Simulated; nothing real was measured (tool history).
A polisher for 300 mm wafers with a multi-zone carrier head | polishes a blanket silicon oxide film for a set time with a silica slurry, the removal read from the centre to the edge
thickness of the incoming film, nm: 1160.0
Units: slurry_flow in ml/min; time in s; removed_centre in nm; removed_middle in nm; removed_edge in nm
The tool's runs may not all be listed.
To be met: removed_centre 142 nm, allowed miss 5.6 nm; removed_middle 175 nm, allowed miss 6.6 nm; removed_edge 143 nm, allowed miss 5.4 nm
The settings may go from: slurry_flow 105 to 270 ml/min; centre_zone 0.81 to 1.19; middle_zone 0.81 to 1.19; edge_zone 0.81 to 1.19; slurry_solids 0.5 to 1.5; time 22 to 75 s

run	hour	slurry_flow	centre_zone	middle_zone	edge_zone	slurry_solids	time	removed_centre	removed_middle	removed_edge
1	0	175	1	1	1	1	48	182.88	184.16	169.12
2	7.4	165	0.95	1.02	0.96	0.95	48	164.94	183.15	163.08
3	9.1	165	0.95	1.02	0.96	0.95	36	125.62	138.8	122.35
4	9.7	180	0.95	1.06	1	1	36	131.71	143.82	126.46
5	14.4	180	0.99	1.06	1	1	36	136.46	147.06	129.88
6	16.6	180	0.99	0.98	1	1	36	137.23	135.18	128.84
7	17.9	175	0.97	1.04	1	1.1	36	135.35	152.27	132.65
8	20.5	180	0.97	1.06	1.01	1.15	36	141.84	154.81	136.11
# hour 24: edge zone pressure recalibrated
9	24	175	0.96	1.09	1.01	1.2	36	144.31	159.51	144.62
10	31.2	180	0.95	1.12	0.98	1.2	36	141.31	167.4	142.69
11	39.8	185	0.95	1.13	0.97	1.2	36	141.95	167.93	140.28
12	44.6	185	0.95	1.14	0.97	1.2	36	143.4	163.22	144.39
13	51.5	165	0.95	1.14	0.92	1.25	36	139.52	168.36	140.56
14	53.8	165	0.95	1.14	0.92	1.25	36	142.38	166.61	139.81

5 next moves are on the table. One of them brings every result within its allowed miss. Which?
A	56.1	190	0.95	1.02	1.02	1.15	38	?	?	?
B	56.1	140	1	1.09	0.98	1.2	36	?	?	?
C	56.1	170	0.96	1.14	1.1	1.15	35	?	?	?
D	56.1	155	0.93	1.15	0.94	1.25	37	?	?	?
E	56.1	175	0.98	1.1	1.03	1.1	35	?	?	?

move	removed_centre	removed_middle	removed_edge
A	148.17	159.25	149.52
B	144.67	157.24	137.96
C	136.23	159.48	141.48
D	142.7	173.7	142.18
E	136.96	152.47	135.04
A: further off than the last run
B: further off than the last run
C: further off than the last run
D: meets every target
E: further off than the last run
Move D is the one to make.
